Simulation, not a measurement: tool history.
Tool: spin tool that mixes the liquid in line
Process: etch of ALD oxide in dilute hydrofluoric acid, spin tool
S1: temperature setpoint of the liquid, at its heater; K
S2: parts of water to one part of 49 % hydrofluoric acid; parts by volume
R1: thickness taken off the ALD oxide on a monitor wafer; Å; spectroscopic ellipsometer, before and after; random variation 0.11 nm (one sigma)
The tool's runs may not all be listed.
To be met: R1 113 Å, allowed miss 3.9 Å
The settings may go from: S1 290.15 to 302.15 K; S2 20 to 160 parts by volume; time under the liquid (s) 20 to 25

{"run": 1, "hour": 0.0, "S1": 294.15, "S2": 90, "time under the liquid (s)": 25, "R1": 56.639}
{"run": 2, "hour": 3.6, "S1": 294.15, "S2": 90, "time under the liquid (s)": 20, "R1": 44.866}
{"run": 3, "hour": 5.2, "S1": 295.65, "S2": 80, "time under the liquid (s)": 20, "R1": 52.964}
{"run": 4, "hour": 13.4, "S1": 298.15, "S2": 80, "time under the liquid (s)": 20, "R1": 61.082}
{"run": 5, "hour": 16.4, "S1": 296.65, "S2": 80, "time under the liquid (s)": 20, "R1": 56.358}
{"run": 6, "hour": 17.7, "S1": 297.65, "S2": 65, "time under the liquid (s)": 20, "R1": 73.416}
{"run": 7, "hour": 24.1, "S1": 301.65, "S2": 45, "time under the liquid (s)": 20, "R1": 130.39}
{"run": 8, "hour": 24.7, "S1": 301.65, "S2": 45, "time under the liquid (s)": 20, "R1": 127.27}
{"run": 9, "hour": 31.6, "S1": 301.15, "S2": 45, "time under the liquid (s)": 20, "R1": 126.81}
{"run": 10, "hour": 37.4, "S1": 300.65, "S2": 45, "time under the liquid (s)": 20, "R1": 125.01}
{"run": 11, "hour": 38.4, "S1": 300.15, "S2": 45, "time under the liquid (s)": 20, "R1": 119.97}
{"run": 12, "hour": 46.6, "S1": 299.65, "S2": 45, "time under the liquid (s)": 20, "R1": 117.93}
{"run": 13, "hour": 50.2, "S1": 299.65, "S2": 45, "time under the liquid (s)": 20, "R1": 117.76}

5 next moves are on the table. One of them brings every result within its allowed miss. Which?
{"run": "A", "hour": 53.8, "S1": 300.15, "S2": 45, "time under the liquid (s)": 20, "R1": "?"}
{"run": "B", "hour": 53.8, "S1": 299.65, "S2": 55, "time under the liquid (s)": 25, "R1": "?"}
{"run": "C", "hour": 53.8, "S1": 298.65, "S2": 40, "time under the liquid (s)": 20, "R1": "?"}
{"run": "D", "hour": 53.8, "S1": 298.65, "S2": 50, "time under the liquid (s)": 25, "R1": "?"}
{"run": "E", "hour": 53.8, "S1": 295.15, "S2": 40, "time under the liquid (s)": 20, "R1": "?"}

move=A R1=120.5
move=B R1=119.08
move=C R1=128.44
move=D R1=126.68
move=E R1=111.05
A: further off than the last run
B: further off than the last run
C: further off than the last run
D: further off than the last run
E: meets every target
Move E is the one to make.
